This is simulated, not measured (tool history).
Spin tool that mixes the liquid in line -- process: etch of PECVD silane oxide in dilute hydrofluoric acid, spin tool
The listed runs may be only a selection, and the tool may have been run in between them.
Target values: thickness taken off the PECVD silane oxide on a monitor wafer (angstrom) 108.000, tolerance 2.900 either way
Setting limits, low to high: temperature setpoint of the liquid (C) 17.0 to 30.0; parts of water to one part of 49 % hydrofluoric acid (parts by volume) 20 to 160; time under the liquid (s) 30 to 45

run,hour,temperature setpoint of the liquid (C),parts of water to one part of 49 % hydrofluoric acid (parts by volume),time under the liquid (s),thickness taken off the PECVD silane oxide on a monitor wafer (angstrom)
1,0.0,22.0,90,45,71.087
2,7.5,24.5,85,45,83.459
3,11.6,26.0,85,45,88.654
4,13.7,27.0,85,45,92.357
5,19.8,28.5,85,45,97.957
6,20.4,28.5,60,45,145.120
7,29.2,28.5,60,45,143.440
8,31.1,26.5,60,45,132.750
9,32.0,25.0,60,45,124.990
10,38.6,24.0,60,45,120.670
11,40.3,24.0,60,45,120.250
12,46.1,23.0,60,45,115.150
13,46.9,22.5,60,45,113.590

Which one of the following 4 next-run settings gets every result inside its allowed miss? There is exactly one.
A,47.7,23.0,60,45,?
B,47.7,23.5,70,45,?
C,47.7,23.5,45,30,?
D,47.7,18.0,55,45,?

move,thickness taken off the PECVD silane oxide on a monitor wafer (angstrom)
A,115.990
B,100.190
C,107.320
D,103.140
A: moves away from the targets compared with the last run
B: takes the biggest miss from the last run beyond its target
C: meets every target
D: takes the biggest miss from the last run beyond its target
Answer: C

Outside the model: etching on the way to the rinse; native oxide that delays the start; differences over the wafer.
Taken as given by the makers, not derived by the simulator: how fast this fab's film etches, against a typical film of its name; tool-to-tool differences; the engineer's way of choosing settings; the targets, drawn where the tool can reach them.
